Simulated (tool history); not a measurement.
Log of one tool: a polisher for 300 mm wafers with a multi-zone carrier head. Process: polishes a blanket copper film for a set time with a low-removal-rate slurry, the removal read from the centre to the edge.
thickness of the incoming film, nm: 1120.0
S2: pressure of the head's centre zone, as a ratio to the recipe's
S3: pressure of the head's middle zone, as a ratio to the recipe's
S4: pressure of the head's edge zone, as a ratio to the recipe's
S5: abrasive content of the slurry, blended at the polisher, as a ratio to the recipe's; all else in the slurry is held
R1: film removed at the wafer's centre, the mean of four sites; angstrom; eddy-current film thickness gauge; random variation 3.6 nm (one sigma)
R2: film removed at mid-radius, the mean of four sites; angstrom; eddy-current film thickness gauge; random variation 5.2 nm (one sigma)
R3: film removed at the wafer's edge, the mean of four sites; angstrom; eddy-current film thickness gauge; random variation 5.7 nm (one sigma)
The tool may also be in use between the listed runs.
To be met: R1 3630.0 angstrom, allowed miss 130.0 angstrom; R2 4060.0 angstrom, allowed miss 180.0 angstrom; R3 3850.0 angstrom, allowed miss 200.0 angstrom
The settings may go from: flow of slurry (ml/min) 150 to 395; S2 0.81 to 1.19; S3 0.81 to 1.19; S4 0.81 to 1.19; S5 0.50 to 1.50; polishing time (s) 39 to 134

Run 1, day 0.000: flow of slurry (ml/min) 250, S2 1.00, S3 1.00, S4 1.00, S5 1.00, polishing time (s) 86. Result: R1 2535.1 angstrom, R2 2510.8 angstrom, R3 2665.9 angstrom.
Run 2, day 0.062: flow of slurry (ml/min) 250, S2 1.00, S3 1.00, S4 1.00, S5 1.15, polishing time (s) 86. Result: R1 2580.5 angstrom, R2 2635.5 angstrom, R3 2707.4 angstrom.
Run 3, day 0.275: flow of slurry (ml/min) 250, S2 1.07, S3 1.00, S4 1.00, S5 1.15, polishing time (s) 86. Result: R1 2755.6 angstrom, R2 2713.4 angstrom, R3 2764.2 angstrom.
Run 4, day 0.571: flow of slurry (ml/min) 250, S2 1.07, S3 1.00, S4 0.94, S5 1.15, polishing time (s) 86. Result: R1 2794.9 angstrom, R2 2627.7 angstrom, R3 2607.8 angstrom.
Run 5, day 0.817: flow of slurry (ml/min) 250, S2 1.07, S3 1.00, S4 0.94, S5 1.15, polishing time (s) 104. Result: R1 3406.7 angstrom, R2 3277.1 angstrom, R3 3271.0 angstrom.
Run 6, day 1.058: flow of slurry (ml/min) 250, S2 1.07, S3 0.95, S4 0.94, S5 1.15, polishing time (s) 104. Result: R1 3356.1 angstrom, R2 3060.8 angstrom, R3 3164.8 angstrom.
Run 7, day 1.188: flow of slurry (ml/min) 255, S2 1.08, S3 0.98, S4 0.96, S5 1.15, polishing time (s) 104. Result: R1 3372.8 angstrom, R2 3104.4 angstrom, R3 3284.0 angstrom.
Run 8, day 1.379: flow of slurry (ml/min) 255, S2 1.08, S3 1.01, S4 0.97, S5 1.20, polishing time (s) 104. Result: R1 3417.1 angstrom, R2 3205.3 angstrom, R3 3281.8 angstrom.

Which of these 5 next moves meets every target?
Run A, day 1.571: flow of slurry (ml/min) 230, S2 1.01, S3 1.13, S4 1.02, S5 1.35, polishing time (s) 117. Result: R1 ?, R2 ?, R3 ?.
Run B, day 1.571: flow of slurry (ml/min) 230, S2 0.95, S3 1.12, S4 1.07, S5 1.25, polishing time (s) 111. Result: R1 ?, R2 ?, R3 ?.
Run C, day 1.571: flow of slurry (ml/min) 335, S2 1.07, S3 1.16, S4 0.87, S5 0.95, polishing time (s) 109. Result: R1 ?, R2 ?, R3 ?.
Run D, day 1.571: flow of slurry (ml/min) 165, S2 0.99, S3 1.06, S4 1.06, S5 1.45, polishing time (s) 107. Result: R1 ?, R2 ?, R3 ?.
Run E, day 1.571: flow of slurry (ml/min) 200, S2 0.89, S3 1.19, S4 0.94, S5 1.25, polishing time (s) 131. Result: R1 ?, R2 ?, R3 ?.

move      R1      R2      R3
   A  3685.6  4071.9  3877.9
   B  3231.0  3771.6  3703.1
   C  3479.9  3690.1  3171.2
   D  3246.8  3495.6  3596.6
   E  3524.3  4616.4  4064.7
A: meets every target
B: nearer than the last run, and not there yet
C: nearer than the last run, and not there yet
D: nearer than the last run, and not there yet
E: takes the result that was furthest off past its target
Answer: A

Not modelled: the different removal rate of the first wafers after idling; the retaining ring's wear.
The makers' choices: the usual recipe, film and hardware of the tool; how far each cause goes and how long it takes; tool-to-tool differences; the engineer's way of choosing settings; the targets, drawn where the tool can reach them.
